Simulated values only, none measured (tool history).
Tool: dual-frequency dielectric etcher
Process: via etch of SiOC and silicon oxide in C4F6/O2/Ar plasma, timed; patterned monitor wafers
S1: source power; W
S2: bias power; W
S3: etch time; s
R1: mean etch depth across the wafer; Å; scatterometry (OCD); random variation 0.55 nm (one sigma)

run,hour,S1,S2,S3,R1
1,0.0,350,189,105.0,1191.5
2,2.5,400,189,105.0,1275.2
3,4.6,410,194,105.5,1311.4
4,9.5,420,198,106.0,1350.2
5,18.2,480,198,106.0,1450.0
6,19.5,480,198,105.0,1428.8
7,23.4,480,201,105.5,1447.4

Run 8 comes next. What will it give?
8,24.9,480,204,105.5,?

R1: 1464.2 Å
